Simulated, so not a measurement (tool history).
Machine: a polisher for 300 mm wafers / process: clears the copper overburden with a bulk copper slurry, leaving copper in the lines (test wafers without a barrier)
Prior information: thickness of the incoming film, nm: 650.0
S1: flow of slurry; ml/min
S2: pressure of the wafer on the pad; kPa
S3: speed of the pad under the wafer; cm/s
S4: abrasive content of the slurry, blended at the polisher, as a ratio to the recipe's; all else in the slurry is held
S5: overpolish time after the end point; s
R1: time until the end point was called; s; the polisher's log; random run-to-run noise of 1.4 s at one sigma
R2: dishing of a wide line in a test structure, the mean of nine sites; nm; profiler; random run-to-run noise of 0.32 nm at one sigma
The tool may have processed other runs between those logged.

Run 1, hour 0: S1 120 ml/min, S2 23.4 kPa, S3 86 cm/s, S4 1, S5 12 s. Result: R1 61.904 s, R2 51.511 nm.
Run 2, hour 4.1: S1 95 ml/min, S2 23.4 kPa, S3 86 cm/s, S4 1, S5 12 s. Result: R1 64.538 s, R2 52.595 nm.
Run 3, hour 10.9: S1 95 ml/min, S2 23.4 kPa, S3 86 cm/s, S4 1, S5 16 s. Result: R1 64.783 s, R2 57.563 nm.
Run 4, hour 16: S1 95 ml/min, S2 26.2 kPa, S3 86 cm/s, S4 1, S5 16 s. Result: R1 59.71 s, R2 59.861 nm.
Run 5, hour 21.7: S1 95 ml/min, S2 26.2 kPa, S3 86 cm/s, S4 1.1, S5 16 s. Result: R1 56.291 s, R2 59.847 nm.
Run 6, hour 24: S1 95 ml/min, S2 24.1 kPa, S3 86 cm/s, S4 1.1, S5 16 s. Result: R1 61.562 s, R2 59.351 nm.
Run 7, hour 29.9: S1 110 ml/min, S2 24.8 kPa, S3 78 cm/s, S4 1, S5 14 s. Result: R1 64.751 s, R2 55.407 nm.

What will run 8 give?
Run 8, hour 36: S1 125 ml/min, S2 22.1 kPa, S3 76 cm/s, S4 1.1, S5 12 s. Result: R1 ?, R2 ?.

R1: 69.741 s
R2: 49.519 nm
